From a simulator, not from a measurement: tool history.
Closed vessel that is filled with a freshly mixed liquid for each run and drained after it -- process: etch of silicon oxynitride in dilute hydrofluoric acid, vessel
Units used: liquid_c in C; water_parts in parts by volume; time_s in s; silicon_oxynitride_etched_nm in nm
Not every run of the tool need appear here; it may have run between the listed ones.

run  hour  liquid_c  water_parts  time_s  silicon_oxynitride_etched_nm
  1   0.0      25.0           70     360                        13.206
  2   1.9      26.5           70     360                        14.286
  3   5.9      23.0           70     360                        12.067
  4  11.1      25.0           70     360                        13.303
  5  15.5      26.5           70     360                        14.274
  6  16.4      26.5           70     285                        11.245
  7  18.0      28.0           65     285                        13.087
  8  24.5      28.0           65     285                        13.260
  9  26.6      29.0           65     285                        13.684
 10  32.3      30.0           65     285                        14.461
 11  39.6      30.5           65     285                        14.754
 12  48.3      31.0           65     285                        15.131
 13  51.8      31.5           65     285                        15.489
 14  55.2      32.0           65     285                        15.751
 15  62.0      32.5           65     285                        16.124

For run 16, what comes out?
 16  67.6      33.0           65     285                             ?

{"run 16": {"silicon_oxynitride_etched_nm": 16.382}}
